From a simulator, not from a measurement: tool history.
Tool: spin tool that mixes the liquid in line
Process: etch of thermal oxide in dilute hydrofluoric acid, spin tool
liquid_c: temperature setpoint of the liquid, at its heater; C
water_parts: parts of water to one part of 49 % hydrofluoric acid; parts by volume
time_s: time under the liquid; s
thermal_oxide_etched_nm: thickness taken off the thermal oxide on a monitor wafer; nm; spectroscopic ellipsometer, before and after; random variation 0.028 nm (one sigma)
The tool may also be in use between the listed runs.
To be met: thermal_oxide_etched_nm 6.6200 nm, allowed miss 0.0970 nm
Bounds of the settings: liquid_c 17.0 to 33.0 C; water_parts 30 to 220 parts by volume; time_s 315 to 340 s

run 1 day=0.000 | liquid_c=25.0 water_parts=125 time_s=315 | thermal_oxide_etched_nm=11.7160
run 2 day=0.046 | liquid_c=25.0 water_parts=125 time_s=315 | thermal_oxide_etched_nm=11.7940
run 3 day=0.104 | liquid_c=25.0 water_parts=125 time_s=315 | thermal_oxide_etched_nm=11.6830
run 4 day=0.150 | liquid_c=25.0 water_parts=125 time_s=315 | thermal_oxide_etched_nm=11.7810
run 5 day=0.517 | liquid_c=25.0 water_parts=160 time_s=315 | thermal_oxide_etched_nm=8.8065
run 6 day=0.550 | liquid_c=25.0 water_parts=120 time_s=315 | thermal_oxide_etched_nm=12.4210
run 7 day=0.633 | liquid_c=23.0 water_parts=130 time_s=315 | thermal_oxide_etched_nm=10.3600
run 8 day=0.854 | liquid_c=21.5 water_parts=135 time_s=315 | thermal_oxide_etched_nm=9.3727
run 9 day=0.979 | liquid_c=20.5 water_parts=140 time_s=315 | thermal_oxide_etched_nm=8.6894
run 10 day=1.142 | liquid_c=19.5 water_parts=145 time_s=315 | thermal_oxide_etched_nm=7.9651
run 11 day=1.425 | liquid_c=19.0 water_parts=145 time_s=315 | thermal_oxide_etched_nm=7.8174
run 12 day=1.462 | liquid_c=18.5 water_parts=145 time_s=315 | thermal_oxide_etched_nm=7.6317
run 13 day=1.675 | liquid_c=18.0 water_parts=145 time_s=315 | thermal_oxide_etched_nm=7.5255
run 14 day=1.771 | liquid_c=17.5 water_parts=150 time_s=315 | thermal_oxide_etched_nm=7.0716

5 next moves are on the table. One of them brings every result within its allowed miss. Which?
run A day=1.867 | liquid_c=18.0 water_parts=160 time_s=320 | thermal_oxide_etched_nm=?
run B day=1.867 | liquid_c=17.0 water_parts=160 time_s=325 | thermal_oxide_etched_nm=?
run C day=1.867 | liquid_c=17.0 water_parts=145 time_s=315 | thermal_oxide_etched_nm=?
run D day=1.867 | liquid_c=17.0 water_parts=160 time_s=330 | thermal_oxide_etched_nm=?
run E day=1.867 | liquid_c=19.5 water_parts=175 time_s=315 | thermal_oxide_etched_nm=?

move=A thermal_oxide_etched_nm=6.8529
move=B thermal_oxide_etched_nm=6.6833
move=C thermal_oxide_etched_nm=7.2522
move=D thermal_oxide_etched_nm=6.7862
move=E thermal_oxide_etched_nm=6.4514
A: nearer than the last run, and not there yet
B: meets every target
C: further off than the last run
D: nearer than the last run, and not there yet
E: takes the result that was furthest off past its target
Answer: B

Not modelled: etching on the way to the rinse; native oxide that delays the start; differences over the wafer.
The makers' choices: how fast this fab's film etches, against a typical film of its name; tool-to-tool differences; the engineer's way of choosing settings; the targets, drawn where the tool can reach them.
